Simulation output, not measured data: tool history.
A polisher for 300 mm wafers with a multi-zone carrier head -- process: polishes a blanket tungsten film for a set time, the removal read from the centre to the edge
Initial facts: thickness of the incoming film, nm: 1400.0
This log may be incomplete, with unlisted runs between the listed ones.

run	day	flow of slurry (ml/min)	pressure of the head's centre zone	pressure of the head's middle zone	pressure of the head's edge zone	abrasive content of the slurry	polishing time (s)	film removed at the wafer's centre (Å)	film removed at mid-radius (Å)	film removed at the wafer's edge (Å)
1	0.000	200	1.00	1.00	1.00	1.00	30	1747.3	1690.8	1743.6
2	0.212	180	1.00	1.00	1.00	1.00	30	1692.6	1669.3	1739.3
3	0.383	180	1.02	0.95	0.97	0.90	30	1678.3	1510.2	1673.6
4	0.646	180	1.03	0.94	0.93	0.85	30	1688.1	1507.8	1583.6
5	0.679	170	1.04	0.91	0.92	0.85	30	1672.3	1478.5	1582.1
6	0.817	170	1.04	0.83	0.92	0.85	30	1681.0	1337.7	1584.0

The next listed run, before its measurement:
7	1.146	165	1.04	0.83	0.90	0.85	30	?	?	?

Run 7 measured film removed at the wafer's centre (Å) 1699.2, film removed at mid-radius (Å) 1349.9, film removed at the wafer's edge (Å) 1555.8.
